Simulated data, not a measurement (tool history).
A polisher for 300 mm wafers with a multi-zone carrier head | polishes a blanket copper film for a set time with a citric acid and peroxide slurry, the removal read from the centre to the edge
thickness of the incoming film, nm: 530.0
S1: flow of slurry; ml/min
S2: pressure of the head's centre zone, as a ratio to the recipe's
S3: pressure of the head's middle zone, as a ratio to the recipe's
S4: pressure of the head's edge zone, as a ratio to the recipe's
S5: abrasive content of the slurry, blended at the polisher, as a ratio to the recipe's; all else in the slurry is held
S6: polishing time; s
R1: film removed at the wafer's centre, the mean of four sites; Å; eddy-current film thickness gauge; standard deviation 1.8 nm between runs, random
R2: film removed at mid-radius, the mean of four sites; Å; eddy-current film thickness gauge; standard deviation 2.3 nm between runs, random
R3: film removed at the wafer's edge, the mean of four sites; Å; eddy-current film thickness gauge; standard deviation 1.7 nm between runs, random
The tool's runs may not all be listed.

{"run": 1, "hour": 0.0, "S1": 315, "S2": 1, "S3": 1, "S4": 1, "S5": 1, "S6": 62, "R1": 1809.2, "R2": 1923.1, "R3": 1869.3}
{"run": 2, "hour": 6.1, "S1": 315, "S2": 1, "S3": 1, "S4": 1, "S5": 1, "S6": 73, "R1": 2153.5, "R2": 2290.9, "R3": 2230.5}
{"run": 3, "hour": 10.0, "S1": 315, "S2": 1, "S3": 0.95, "S4": 1, "S5": 1, "S6": 73, "R1": 2125.3, "R2": 2197.8, "R3": 2264}
{"run": 4, "hour": 13.7, "S1": 240, "S2": 1, "S3": 0.95, "S4": 1, "S5": 1, "S6": 73, "R1": 2080.9, "R2": 2097.7, "R3": 2201.3}
{"run": 5, "hour": 22.1, "S1": 280, "S2": 0.99, "S3": 0.97, "S4": 1.05, "S5": 1.1, "S6": 73, "R1": 2146.6, "R2": 2262.2, "R3": 2343.2}
{"run": 6, "hour": 28.0, "S1": 280, "S2": 0.99, "S3": 0.97, "S4": 1.05, "S5": 1.25, "S6": 73, "R1": 2207.5, "R2": 2330.8, "R3": 2413.6}
{"run": 7, "hour": 28.9, "S1": 310, "S2": 0.98, "S3": 0.99, "S4": 1.08, "S5": 1.25, "S6": 73, "R1": 2259.9, "R2": 2378, "R3": 2450.6}
{"run": 8, "hour": 32.0, "S1": 320, "S2": 0.95, "S3": 1.01, "S4": 1.11, "S5": 1.3, "S6": 73, "R1": 2183, "R2": 2477.7, "R3": 2532.3}
{"run": 9, "hour": 37.7, "S1": 335, "S2": 0.95, "S3": 1.02, "S4": 1.13, "S5": 1.3, "S6": 73, "R1": 2229.9, "R2": 2499, "R3": 2537.4}

Run 10 comes next. What will it give?
{"run": 10, "hour": 40.9, "S1": 345, "S2": 0.94, "S3": 1.03, "S4": 1.14, "S5": 1.35, "S6": 73, "R1": "?", "R2": "?", "R3": "?"}

R1: 2200.4 Å
R2: 2587.2 Å
R3: 2599 Å
